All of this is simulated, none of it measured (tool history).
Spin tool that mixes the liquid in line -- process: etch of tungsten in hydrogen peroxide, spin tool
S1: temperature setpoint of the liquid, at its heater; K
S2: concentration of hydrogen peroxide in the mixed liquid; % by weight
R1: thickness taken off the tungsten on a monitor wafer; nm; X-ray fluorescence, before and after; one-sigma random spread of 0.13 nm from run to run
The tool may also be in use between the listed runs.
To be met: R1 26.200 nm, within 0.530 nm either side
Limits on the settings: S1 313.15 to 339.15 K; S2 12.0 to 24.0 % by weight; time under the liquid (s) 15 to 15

Run 1, hour 0.0: S1 329.15 K, S2 16.0 % by weight, time under the liquid (s) 15. Result: R1 17.038 nm.
Run 2, hour 8.3: S1 329.15 K, S2 17.5 % by weight, time under the liquid (s) 15. Result: R1 17.905 nm.
Run 3, hour 17.1: S1 329.65 K, S2 17.5 % by weight, time under the liquid (s) 15. Result: R1 18.260 nm.
Run 4, hour 18.1: S1 330.15 K, S2 17.5 % by weight, time under the liquid (s) 15. Result: R1 19.025 nm.
Run 5, hour 26.6: S1 330.15 K, S2 17.5 % by weight, time under the liquid (s) 15. Result: R1 18.917 nm.
Run 6, hour 33.0: S1 327.65 K, S2 17.5 % by weight, time under the liquid (s) 15. Result: R1 16.247 nm.
Run 7, hour 35.8: S1 328.65 K, S2 17.5 % by weight, time under the liquid (s) 15. Result: R1 17.396 nm.
Run 8, hour 38.4: S1 329.15 K, S2 17.5 % by weight, time under the liquid (s) 15. Result: R1 17.949 nm.
Run 9, hour 43.5: S1 329.15 K, S2 17.5 % by weight, time under the liquid (s) 15. Result: R1 17.879 nm.
Run 10, hour 51.5: S1 329.65 K, S2 17.5 % by weight, time under the liquid (s) 15. Result: R1 18.388 nm.
Run 11, hour 58.7: S1 330.15 K, S2 17.5 % by weight, time under the liquid (s) 15. Result: R1 18.988 nm.
Run 12, hour 64.8: S1 330.15 K, S2 17.5 % by weight, time under the liquid (s) 15. Result: R1 18.985 nm.
Run 13, hour 68.4: S1 330.65 K, S2 17.5 % by weight, time under the liquid (s) 15. Result: R1 19.518 nm.
Run 14, hour 73.5: S1 331.15 K, S2 17.5 % by weight, time under the liquid (s) 15. Result: R1 20.161 nm.
Run 15, hour 75.0: S1 336.65 K, S2 17.5 % by weight, time under the liquid (s) 15. Result: R1 27.527 nm.

Of the 4 settings listed for the next run, only one would bring every result within its allowed miss of target. Which one?
Run A, hour 76.5: S1 335.65 K, S2 19.0 % by weight, time under the liquid (s) 15. Result: R1 ?.
Run B, hour 76.5: S1 338.15 K, S2 12.0 % by weight, time under the liquid (s) 15. Result: R1 ?.
Run C, hour 76.5: S1 334.65 K, S2 18.0 % by weight, time under the liquid (s) 15. Result: R1 ?.
Run D, hour 76.5: S1 336.15 K, S2 16.5 % by weight, time under the liquid (s) 15. Result: R1 ?.

move      R1
   A  27.270
   B  24.944
   C  25.077
   D  26.142
A: closer than the last run, but not yet in spec
B: takes the biggest miss from the last run beyond its target
C: takes the biggest miss from the last run beyond its target
D: every result within its allowed miss
Correct choice: D, which meets every target

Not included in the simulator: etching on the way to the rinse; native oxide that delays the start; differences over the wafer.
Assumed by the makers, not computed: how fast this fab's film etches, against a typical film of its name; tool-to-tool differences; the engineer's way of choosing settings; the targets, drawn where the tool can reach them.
